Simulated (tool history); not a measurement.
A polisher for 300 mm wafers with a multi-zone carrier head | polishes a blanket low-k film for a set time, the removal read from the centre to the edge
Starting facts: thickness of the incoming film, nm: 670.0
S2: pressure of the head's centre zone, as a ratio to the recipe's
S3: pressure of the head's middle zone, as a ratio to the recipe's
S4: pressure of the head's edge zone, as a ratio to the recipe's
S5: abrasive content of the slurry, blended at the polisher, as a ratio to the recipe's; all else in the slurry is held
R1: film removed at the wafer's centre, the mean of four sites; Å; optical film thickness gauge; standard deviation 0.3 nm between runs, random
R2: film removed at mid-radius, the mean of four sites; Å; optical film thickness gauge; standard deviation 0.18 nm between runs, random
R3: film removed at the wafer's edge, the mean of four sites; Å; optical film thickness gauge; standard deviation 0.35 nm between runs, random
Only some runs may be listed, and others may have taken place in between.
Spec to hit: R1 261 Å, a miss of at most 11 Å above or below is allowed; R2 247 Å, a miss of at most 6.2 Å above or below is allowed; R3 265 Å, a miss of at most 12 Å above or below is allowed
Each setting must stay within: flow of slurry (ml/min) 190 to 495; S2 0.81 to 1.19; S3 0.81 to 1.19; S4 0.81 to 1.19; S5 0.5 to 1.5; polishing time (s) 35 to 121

{"run": 1, "day": 0.0, "flow of slurry (ml/min)": 320, "S2": 1, "S3": 1, "S4": 1, "S5": 1, "polishing time (s)": 78, "R1": 330.88, "R2": 328.09, "R3": 339.66}
{"run": 2, "day": 0.3, "flow of slurry (ml/min)": 320, "S2": 0.99, "S3": 0.98, "S4": 0.98, "S5": 0.95, "polishing time (s)": 78, "R1": 316.79, "R2": 309.24, "R3": 326.92}
{"run": 3, "day": 0.392, "flow of slurry (ml/min)": 320, "S2": 0.99, "S3": 0.95, "S4": 0.98, "S5": 0.95, "polishing time (s)": 78, "R1": 312.75, "R2": 305.74, "R3": 326.22}
{"run": 4, "day": 0.733, "flow of slurry (ml/min)": 320, "S2": 0.99, "S3": 0.95, "S4": 0.98, "S5": 0.95, "polishing time (s)": 70, "R1": 288.06, "R2": 273.5, "R3": 299.57}
{"run": 5, "day": 0.812, "flow of slurry (ml/min)": 315, "S2": 0.98, "S3": 0.94, "S4": 0.95, "S5": 0.95, "polishing time (s)": 70, "R1": 284.36, "R2": 270.22, "R3": 288.86}
{"day": 1.133, "done": "edge zone pressure recalibrated"}
{"run": 6, "day": 1.133, "flow of slurry (ml/min)": 315, "S2": 0.95, "S3": 0.94, "S4": 0.95, "S5": 0.95, "polishing time (s)": 70, "R1": 272.68, "R2": 270.43, "R3": 271.74}
{"run": 7, "day": 1.5, "flow of slurry (ml/min)": 310, "S2": 0.95, "S3": 0.92, "S4": 0.95, "S5": 0.95, "polishing time (s)": 70, "R1": 272.68, "R2": 265.66, "R3": 276.73}
{"run": 8, "day": 1.629, "flow of slurry (ml/min)": 300, "S2": 0.94, "S3": 0.87, "S4": 0.89, "S5": 0.85, "polishing time (s)": 70, "R1": 250.63, "R2": 236.82, "R3": 251.71}
{"run": 9, "day": 1.958, "flow of slurry (ml/min)": 305, "S2": 0.94, "S3": 0.88, "S4": 0.9, "S5": 0.85, "polishing time (s)": 70, "R1": 257.29, "R2": 240.45, "R3": 255.27}
{"run": 10, "day": 2.208, "flow of slurry (ml/min)": 310, "S2": 0.94, "S3": 0.88, "S4": 0.91, "S5": 0.85, "polishing time (s)": 70, "R1": 253.91, "R2": 242.14, "R3": 255.5}
{"run": 11, "day": 2.554, "flow of slurry (ml/min)": 315, "S2": 0.94, "S3": 0.88, "S4": 0.91, "S5": 0.85, "polishing time (s)": 70, "R1": 254.68, "R2": 242.46, "R3": 250.13}
{"run": 12, "day": 2.867, "flow of slurry (ml/min)": 310, "S2": 0.94, "S3": 0.88, "S4": 0.92, "S5": 0.85, "polishing time (s)": 70, "R1": 251.36, "R2": 240.17, "R3": 254.61}

Consider the 4 candidate settings below. Which is the only one whose results all fall within their allowed miss of target?
{"run": "A", "day": 3.179, "flow of slurry (ml/min)": 200, "S2": 0.88, "S3": 0.85, "S4": 1.19, "S5": 0.75, "polishing time (s)": 80, "R1": "?", "R2": "?", "R3": "?"}
{"run": "B", "day": 3.179, "flow of slurry (ml/min)": 190, "S2": 0.98, "S3": 0.92, "S4": 0.98, "S5": 0.85, "polishing time (s)": 75, "R1": "?", "R2": "?", "R3": "?"}
{"run": "C", "day": 3.179, "flow of slurry (ml/min)": 315, "S2": 0.89, "S3": 0.99, "S4": 0.81, "S5": 1.15, "polishing time (s)": 58, "R1": "?", "R2": "?", "R3": "?"}
{"run": "D", "day": 3.179, "flow of slurry (ml/min)": 305, "S2": 1.04, "S3": 0.87, "S4": 0.83, "S5": 0.85, "polishing time (s)": 69, "R1": "?", "R2": "?", "R3": "?"}

move=A R1=239.84 R2=233.03 R3=296.29
move=B R1=267.26 R2=248.83 R3=269.32
move=C R1=237.3 R2=256.93 R3=235.08
move=D R1=281.64 R2=234.1 R3=241.9
A: misses by more than the last run did
B: hits every target within its allowed miss
C: takes the biggest miss from the last run beyond its target
D: misses by more than the last run did
Go with B: it meets all targets.

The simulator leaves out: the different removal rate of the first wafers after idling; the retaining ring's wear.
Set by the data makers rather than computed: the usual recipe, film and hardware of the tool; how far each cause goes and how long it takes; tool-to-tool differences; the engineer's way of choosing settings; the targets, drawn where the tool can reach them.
